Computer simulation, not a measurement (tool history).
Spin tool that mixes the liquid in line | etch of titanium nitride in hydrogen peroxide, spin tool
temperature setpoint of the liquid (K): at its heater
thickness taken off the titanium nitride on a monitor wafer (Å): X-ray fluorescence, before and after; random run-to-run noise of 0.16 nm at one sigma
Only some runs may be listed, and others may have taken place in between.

run,hour,temperature setpoint of the liquid (K),concentration of hydrogen peroxide in the mixed liquid (% by weight),time under the liquid (s),thickness taken off the titanium nitride on a monitor wafer (Å)
1,0,326.15,20,250,102.96
2,3.6,329.65,20,250,131.86
3,10,333.65,20,250,171.86
4,13.9,335.15,20,250,188.39
5,14.6,336.15,20,250,204.08
6,23.5,336.15,17,250,195.3
7,31.4,336.65,17,250,202.74

The next listed run, before its measurement:
8,39.7,337.15,17,250,?

thickness taken off the titanium nitride on a monitor wafer (Å): 214.16
